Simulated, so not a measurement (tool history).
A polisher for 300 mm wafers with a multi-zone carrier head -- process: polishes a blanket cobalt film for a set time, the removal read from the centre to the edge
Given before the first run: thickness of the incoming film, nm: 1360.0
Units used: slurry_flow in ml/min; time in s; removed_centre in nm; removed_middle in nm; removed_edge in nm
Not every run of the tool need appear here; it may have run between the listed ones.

run  hour  slurry_flow  centre_zone  middle_zone  edge_zone  time  removed_centre  removed_middle  removed_edge
  1   0.0          195         1.00         1.00       1.00    49          200.05          198.50        198.78
  2   4.1          195         1.00         1.00       1.00    54          221.76          218.68        211.60
  3   5.8          210         0.97         1.01       1.06    57          230.08          233.59        234.48
  4  13.9          210         0.97         1.01       0.99    57          227.86          236.11        230.42
  5  21.9          170         0.97         1.01       0.99    57          225.73          229.63        221.84
  6  24.8          170         0.97         1.01       1.06    57          220.43          230.03        232.23
  7  26.3          180         0.97         1.04       1.10    59          230.29          247.55        243.79

Run 8 has not been measured yet. What should we expect?
  8  31.3          180         0.97         1.04       1.10    59               ?               ?             ?

{"run 8": {"removed_centre": 227.5, "removed_middle": 245.84, "removed_edge": 239.5}}

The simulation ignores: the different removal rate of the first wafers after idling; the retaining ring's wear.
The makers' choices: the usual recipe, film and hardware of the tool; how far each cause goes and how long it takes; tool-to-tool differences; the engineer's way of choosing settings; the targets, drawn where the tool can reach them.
